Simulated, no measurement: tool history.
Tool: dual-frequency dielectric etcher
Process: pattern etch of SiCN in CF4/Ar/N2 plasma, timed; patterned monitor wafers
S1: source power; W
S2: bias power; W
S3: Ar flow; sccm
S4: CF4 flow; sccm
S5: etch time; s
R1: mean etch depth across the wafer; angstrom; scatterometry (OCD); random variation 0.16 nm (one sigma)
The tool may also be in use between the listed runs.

| run | hour | S1 | S2 | S3 | S4 | S5 | R1 |
|---|---|---|---|---|---|---|---|
| 1 | 0 | 380 | 68 | 123 | 62 | 39 | 270.59 |
| 2 | 3.7 | 380 | 68 | 123 | 62 | 39 | 271.34 |
| 3 | 12.5 | 330 | 68 | 123 | 62 | 39 | 251 |
| 4 | 20.8 | 330 | 68 | 123 | 62 | 36 | 230.25 |
| 5 | 24.2 | 330 | 68 | 123 | 62 | 36 | 228.97 |
| 6 | 27.4 | 330 | 68 | 144 | 62 | 36 | 223.83 |
| 7 | 31.8 | 360 | 69 | 144 | 62 | 36 | 235.96 |

The next listed run, before its measurement:
| 8 | 33.8 | 440 | 81 | 135 | 65 | 36.5 | ? |

{"run 8": {"R1": 304.86}}
